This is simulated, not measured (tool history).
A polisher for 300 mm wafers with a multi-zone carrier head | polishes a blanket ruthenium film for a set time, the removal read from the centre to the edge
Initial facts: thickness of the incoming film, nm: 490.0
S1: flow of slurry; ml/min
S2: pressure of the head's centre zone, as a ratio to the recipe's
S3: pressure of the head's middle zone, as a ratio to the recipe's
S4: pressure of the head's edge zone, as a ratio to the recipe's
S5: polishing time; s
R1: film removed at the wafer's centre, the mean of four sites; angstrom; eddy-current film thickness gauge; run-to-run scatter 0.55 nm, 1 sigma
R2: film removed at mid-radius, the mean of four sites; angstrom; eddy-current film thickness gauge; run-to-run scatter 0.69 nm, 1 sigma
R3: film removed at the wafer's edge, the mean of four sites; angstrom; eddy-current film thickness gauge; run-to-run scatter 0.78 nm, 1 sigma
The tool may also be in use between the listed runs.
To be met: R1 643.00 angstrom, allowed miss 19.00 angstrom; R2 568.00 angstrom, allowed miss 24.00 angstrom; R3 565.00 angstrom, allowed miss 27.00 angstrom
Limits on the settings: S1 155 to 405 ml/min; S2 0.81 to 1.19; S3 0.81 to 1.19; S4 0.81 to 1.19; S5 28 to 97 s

run	day	S1	S2	S3	S4	S5	R1	R2	R3
1	0.000	260	1.00	1.00	1.00	62	801.17	803.30	831.45
2	0.079	265	1.02	0.99	0.97	58	785.77	758.39	775.80
3	0.212	265	1.02	0.98	0.95	55	742.65	705.97	743.65
4	0.367	265	1.04	0.99	0.93	52	711.95	674.85	681.05
5	0.612	260	1.05	0.98	0.91	51	699.20	650.21	666.88
6	0.942	260	1.05	0.92	0.91	51	705.01	616.29	661.02
7	1.271	255	1.06	0.93	0.89	50	690.90	594.22	641.77
8	1.446	250	1.07	0.94	0.87	49	674.72	593.14	611.58
9	1.729	240	1.07	0.94	0.86	49	668.67	583.66	628.92
10	1.812	250	1.07	0.94	0.85	48	660.16	582.39	599.97
11	1.933	255	1.07	0.94	0.84	48	669.10	590.45	598.64
# day 2.254: slurry nozzle cleaned
12	2.254	255	1.07	0.94	0.83	48	719.88	634.12	622.50
13	2.462	240	1.06	0.93	0.84	41	605.07	537.69	537.58
14	2.508	245	1.06	0.93	0.84	41	610.15	529.85	542.78
15	2.746	250	1.06	0.93	0.84	41	608.75	529.83	539.54
16	2.983	255	1.06	0.93	0.84	41	615.81	543.83	557.52

Which of these 4 next moves meets every target?
A	3.221	245	1.18	1.05	0.81	39	?	?	?
B	3.221	385	1.07	0.96	0.88	41	?	?	?
C	3.221	260	1.03	0.95	0.92	41	?	?	?
D	3.221	255	0.87	0.97	0.81	45	?	?	?

move	R1	R2	R3
A	655.80	564.83	510.08
B	657.29	576.94	574.76
C	605.88	550.21	568.12
D	559.50	613.65	591.49
A: the furthest-off result lands on target, but another misses its tolerance
B: every result within its allowed miss
C: its largest miss is bigger than the last run's
D: its largest miss is bigger than the last run's
Move B is the one to make.

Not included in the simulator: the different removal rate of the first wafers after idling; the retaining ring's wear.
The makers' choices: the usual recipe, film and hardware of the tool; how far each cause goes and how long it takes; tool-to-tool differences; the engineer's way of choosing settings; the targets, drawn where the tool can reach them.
